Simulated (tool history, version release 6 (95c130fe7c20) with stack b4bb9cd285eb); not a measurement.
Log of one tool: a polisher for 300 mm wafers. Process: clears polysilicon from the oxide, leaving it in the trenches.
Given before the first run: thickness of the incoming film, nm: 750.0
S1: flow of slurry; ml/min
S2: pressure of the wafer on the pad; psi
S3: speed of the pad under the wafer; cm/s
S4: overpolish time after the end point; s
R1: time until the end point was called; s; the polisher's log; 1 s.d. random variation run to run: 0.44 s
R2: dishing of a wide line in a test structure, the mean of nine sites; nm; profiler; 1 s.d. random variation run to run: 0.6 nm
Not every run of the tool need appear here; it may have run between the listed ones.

run 1 hour=0 | S1=240 S2=2.6 S3=124 S4=10 | R1=49.655 R2=50.672
run 2 hour=1.2 | S1=240 S2=2.6 S3=104 S4=10 | R1=59.993 R2=48.934
run 3 hour=6.4 | S1=230 S2=2.7 S3=108 S4=9 | R1=55.223 R2=46.269
run 4 hour=11.9 | S1=230 S2=2.7 S3=132 S4=9 | R1=45.886 R2=50.394
run 5 hour=13.2 | S1=230 S2=2.7 S3=132 S4=12 | R1=47.596 R2=53.885
run 6 hour=21.1 | S1=230 S2=2.7 S3=156 S4=12 | R1=39.722 R2=55.121
run 7 hour=22.1 | S1=215 S2=2.7 S3=156 S4=11 | R1=39.637 R2=55.197
run 8 hour=23.3 | S1=240 S2=2.8 S3=148 S4=10 | R1=40.929 R2=52.599
run 9 hour=27 | S1=260 S2=3 S3=144 S4=9 | R1=40.36 R2=52.167

For run 10, what comes out?
run 10 hour=36 | S1=240 S2=3.1 S3=142 S4=8 | R1=? R2=?

Run 10 came out at R1 39.366 s, R2 51.88 nm.
